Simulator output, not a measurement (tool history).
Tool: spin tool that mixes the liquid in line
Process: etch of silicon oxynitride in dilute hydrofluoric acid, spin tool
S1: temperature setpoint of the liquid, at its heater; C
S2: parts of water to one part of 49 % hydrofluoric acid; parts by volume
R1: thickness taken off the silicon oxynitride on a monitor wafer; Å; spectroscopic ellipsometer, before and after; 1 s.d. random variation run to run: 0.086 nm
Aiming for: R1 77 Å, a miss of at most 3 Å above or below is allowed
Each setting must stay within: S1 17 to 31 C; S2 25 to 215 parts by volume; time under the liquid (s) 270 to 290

{"run": 1, "hour": 0.0, "S1": 23, "S2": 120, "time under the liquid (s)": 270, "R1": 46.128}
{"run": 2, "hour": 6.1, "S1": 23.5, "S2": 120, "time under the liquid (s)": 270, "R1": 47.529}
{"run": 3, "hour": 7.8, "S1": 24, "S2": 120, "time under the liquid (s)": 270, "R1": 48.42}
{"run": 4, "hour": 16.5, "S1": 24, "S2": 100, "time under the liquid (s)": 270, "R1": 59.895}
{"run": 5, "hour": 18.7, "S1": 24, "S2": 125, "time under the liquid (s)": 270, "R1": 46.336}
{"run": 6, "hour": 22.8, "S1": 24.5, "S2": 125, "time under the liquid (s)": 270, "R1": 47.062}
{"run": 7, "hour": 28.1, "S1": 25, "S2": 125, "time under the liquid (s)": 270, "R1": 49.491}
{"run": 8, "hour": 34.0, "S1": 25.5, "S2": 125, "time under the liquid (s)": 270, "R1": 50.433}
{"run": 9, "hour": 38.5, "S1": 26, "S2": 125, "time under the liquid (s)": 270, "R1": 52.037}
{"run": 10, "hour": 46.4, "S1": 26.5, "S2": 125, "time under the liquid (s)": 270, "R1": 50.89}
{"run": 11, "hour": 51.2, "S1": 27, "S2": 120, "time under the liquid (s)": 270, "R1": 55.928}

Which one of the following 4 next-run settings gets every result inside its allowed miss? There is exactly one.
{"run": "A", "hour": 56.0, "S1": 26, "S2": 90, "time under the liquid (s)": 280, "R1": "?"}
{"run": "B", "hour": 56.0, "S1": 26.5, "S2": 110, "time under the liquid (s)": 290, "R1": "?"}
{"run": "C", "hour": 56.0, "S1": 25, "S2": 95, "time under the liquid (s)": 270, "R1": "?"}
{"run": "D", "hour": 56.0, "S1": 30, "S2": 100, "time under the liquid (s)": 290, "R1": "?"}

move=A R1=75.799
move=B R1=64.564
move=C R1=65.783
move=D R1=84.044
A: every result lands within tolerance
B: moves toward the targets from the last run without getting all of them in spec
C: moves toward the targets from the last run without getting all of them in spec
D: pushes the last run's worst result past its target
Answer: A
